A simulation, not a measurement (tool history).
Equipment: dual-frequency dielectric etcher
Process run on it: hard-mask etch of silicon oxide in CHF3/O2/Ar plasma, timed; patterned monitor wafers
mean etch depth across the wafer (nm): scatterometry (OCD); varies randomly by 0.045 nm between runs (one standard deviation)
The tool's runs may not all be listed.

| run | hour | source power (W) | bias power (W) | etch time (s) | mean etch depth across the wafer (nm) |
|---|---|---|---|---|---|
| 1 | 0.0 | 600 | 136 | 12 | 21.531 |
| 2 | 4.4 | 600 | 136 | 12 | 21.636 |
| 3 | 12.6 | 600 | 136 | 12 | 21.627 |
| 4 | 18.4 | 600 | 136 | 12 | 21.610 |
| 5 | 22.8 | 650 | 136 | 12 | 22.258 |
| 6 | 30.1 | 650 | 115 | 12 | 21.342 |
| 7 | 37.4 | 630 | 114 | 12 | 21.040 |
| 8 | 40.4 | 610 | 113 | 12 | 20.750 |
| 9 | 43.1 | 590 | 113 | 12 | 20.425 |
| 10 | 45.2 | 580 | 113 | 12 | 20.358 |

For run 11, what comes out?
| 11 | 49.5 | 570 | 113 | 12 | ? |

mean etch depth across the wafer (nm): 20.164
